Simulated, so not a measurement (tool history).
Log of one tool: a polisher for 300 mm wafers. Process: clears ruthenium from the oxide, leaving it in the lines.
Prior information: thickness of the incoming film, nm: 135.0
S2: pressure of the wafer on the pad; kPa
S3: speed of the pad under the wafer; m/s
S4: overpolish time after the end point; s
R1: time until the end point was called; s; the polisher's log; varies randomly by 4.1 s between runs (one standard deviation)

Run 1, day 0.000: flow of slurry (ml/min) 285, S2 11.7 kPa, S3 0.98 m/s, S4 36 s. Result: R1 159.45 s.
Run 2, day 0.117: flow of slurry (ml/min) 285, S2 11.7 kPa, S3 0.98 m/s, S4 39 s. Result: R1 151.93 s.
Run 3, day 0.154: flow of slurry (ml/min) 285, S2 11.7 kPa, S3 1.12 m/s, S4 39 s. Result: R1 132.30 s.
Run 4, day 0.229: flow of slurry (ml/min) 285, S2 10.3 kPa, S3 1.10 m/s, S4 39 s. Result: R1 145.53 s.
Run 5, day 0.288: flow of slurry (ml/min) 285, S2 10.3 kPa, S3 1.10 m/s, S4 36 s. Result: R1 148.14 s.
Run 6, day 0.346: flow of slurry (ml/min) 285, S2 12.4 kPa, S3 1.10 m/s, S4 36 s. Result: R1 135.28 s.

The next listed run, before its measurement:
Run 7, day 0.621: flow of slurry (ml/min) 285, S2 11.0 kPa, S3 1.06 m/s, S4 36 s. Result: R1 ?.

{"run 7": {"R1": 147.21}}
